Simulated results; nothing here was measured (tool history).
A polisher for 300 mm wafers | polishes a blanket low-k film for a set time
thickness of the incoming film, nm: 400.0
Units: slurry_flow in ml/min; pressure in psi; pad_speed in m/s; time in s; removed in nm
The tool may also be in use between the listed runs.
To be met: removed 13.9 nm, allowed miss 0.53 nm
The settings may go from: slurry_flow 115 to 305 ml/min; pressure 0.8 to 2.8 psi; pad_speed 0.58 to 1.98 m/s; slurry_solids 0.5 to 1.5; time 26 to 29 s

| run | day | slurry_flow | pressure | pad_speed | slurry_solids | time | removed |
|---|---|---|---|---|---|---|---|
| 1 | 0 | 195 | 1.8 | 1.28 | 1 | 29 | 11.258 |
| 2 | 0.254 | 195 | 1.8 | 1.28 | 1 | 29 | 11.241 |
| 3 | 0.3 | 195 | 1.9 | 1.28 | 1 | 29 | 11.682 |
| 4 | 0.575 | 195 | 1.9 | 1.28 | 1 | 29 | 11.534 |
| 5 | 0.796 | 195 | 2 | 1.28 | 1 | 29 | 12.144 |
| 6 | 1.038 | 195 | 2 | 1.28 | 1.1 | 29 | 12.996 |
| 7 | 1.071 | 200 | 2.1 | 1.28 | 1.1 | 29 | 13.132 |
| 8 | 1.204 | 200 | 2.1 | 1.28 | 1.1 | 29 | 12.951 |

4 next moves are on the table. One of them brings every result within its allowed miss. Which?
| A | 1.338 | 215 | 2.3 | 1.36 | 1.1 | 29 | ? |
| B | 1.338 | 160 | 2.3 | 1.32 | 1.4 | 28 | ? |
| C | 1.338 | 265 | 1.8 | 1.4 | 1.05 | 28 | ? |
| D | 1.338 | 220 | 2.2 | 1.42 | 1.05 | 27 | ? |

| move | removed |
|---|---|
| A | 15.377 |
| B | 15.066 |
| C | 12.455 |
| D | 14.026 |
A: takes the result that was furthest off past its target
B: takes the result that was furthest off past its target
C: further off than the last run
D: meets every target
Answer: D

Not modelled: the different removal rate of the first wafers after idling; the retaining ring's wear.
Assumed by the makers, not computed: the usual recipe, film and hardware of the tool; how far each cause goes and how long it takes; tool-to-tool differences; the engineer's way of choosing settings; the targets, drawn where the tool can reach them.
